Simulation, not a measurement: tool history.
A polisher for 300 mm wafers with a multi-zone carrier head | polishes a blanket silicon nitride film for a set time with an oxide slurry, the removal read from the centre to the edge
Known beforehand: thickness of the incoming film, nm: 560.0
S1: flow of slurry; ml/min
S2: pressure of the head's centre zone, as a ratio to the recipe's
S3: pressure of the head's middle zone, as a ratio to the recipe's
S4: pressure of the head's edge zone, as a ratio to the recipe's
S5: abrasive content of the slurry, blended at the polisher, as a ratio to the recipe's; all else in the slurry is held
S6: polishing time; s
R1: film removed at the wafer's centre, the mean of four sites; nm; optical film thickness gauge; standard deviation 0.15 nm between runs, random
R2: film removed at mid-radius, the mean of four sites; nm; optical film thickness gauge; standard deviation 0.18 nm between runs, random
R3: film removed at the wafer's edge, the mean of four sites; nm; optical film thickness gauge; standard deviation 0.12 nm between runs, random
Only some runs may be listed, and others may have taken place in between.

Run 1, day 0: S1 140 ml/min, S2 1, S3 1, S4 1, S5 1, S6 40 s. Result: R1 23.35 nm, R2 23.459 nm, R3 23.435 nm.
Run 2, day 0.129: S1 130 ml/min, S2 1.02, S3 0.97, S4 0.95, S5 0.9, S6 40 s. Result: R1 22.127 nm, R2 21.671 nm, R3 21.25 nm.
Run 3, day 0.383: S1 130 ml/min, S2 1.02, S3 0.97, S4 0.95, S5 1, S6 40 s. Result: R1 23.404 nm, R2 22.857 nm, R3 22.502 nm.
Run 4, day 0.579: S1 120 ml/min, S2 1.03, S3 0.93, S4 0.92, S5 0.95, S6 40 s. Result: R1 22.491 nm, R2 21.616 nm, R3 21.239 nm.
Run 5, day 0.738: S1 120 ml/min, S2 1.03, S3 0.93, S4 0.85, S5 0.95, S6 40 s. Result: R1 22.649 nm, R2 21.486 nm, R3 20.429 nm.
Run 6, day 0.833: S1 120 ml/min, S2 1.03, S3 0.85, S4 0.85, S5 0.95, S6 40 s. Result: R1 22.289 nm, R2 20.564 nm, R3 20.442 nm.
Run 7, day 1.083: S1 115 ml/min, S2 1.04, S3 0.84, S4 0.85, S5 0.9, S6 40 s. Result: R1 21.852 nm, R2 19.199 nm, R3 20.011 nm.

Estimate the outcome of run 8 from the log above:
Run 8, day 1.175: S1 110 ml/min, S2 1.05, S3 0.85, S4 0.84, S5 0.85, S6 40 s. Result: R1 ?, R2 ?, R3 ?.

{"run 8": {"R1": 20.866, "R2": 19.024, "R3": 19.072}}
